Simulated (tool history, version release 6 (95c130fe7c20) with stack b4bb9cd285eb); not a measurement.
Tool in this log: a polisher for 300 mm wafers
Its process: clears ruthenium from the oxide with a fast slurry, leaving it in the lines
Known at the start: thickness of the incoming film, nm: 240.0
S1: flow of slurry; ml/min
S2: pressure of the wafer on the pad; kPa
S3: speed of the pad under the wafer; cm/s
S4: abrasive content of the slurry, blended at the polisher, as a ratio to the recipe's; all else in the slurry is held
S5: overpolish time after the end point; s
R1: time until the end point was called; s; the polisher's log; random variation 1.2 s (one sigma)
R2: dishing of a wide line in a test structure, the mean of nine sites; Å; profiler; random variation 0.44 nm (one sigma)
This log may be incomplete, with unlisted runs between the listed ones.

run,hour,S1,S2,S3,S4,S5,R1,R2
1,0,215,15.9,114,1,23,62.571,683.66
2,2.9,215,15.9,114,1,27,61.689,779.18
3,9,220,13.8,110,1,21,74.445,577.33
4,10.7,220,13.8,132,1,21,60.376,629.72
5,12.3,215,12.4,130,0.9,17,73.635,458.29
6,13,195,12.4,130,0.9,17,74.225,458.15
7,17.2,195,11,130,0.85,15,86,378.49
8,25.3,200,7.6,130,0.85,9,123.42,165.92

The next listed run, before its measurement:
9,29.1,195,8.3,130,0.8,10,?,?

Run 9 yielded R1 117.35 s, R2 188.08 Å.

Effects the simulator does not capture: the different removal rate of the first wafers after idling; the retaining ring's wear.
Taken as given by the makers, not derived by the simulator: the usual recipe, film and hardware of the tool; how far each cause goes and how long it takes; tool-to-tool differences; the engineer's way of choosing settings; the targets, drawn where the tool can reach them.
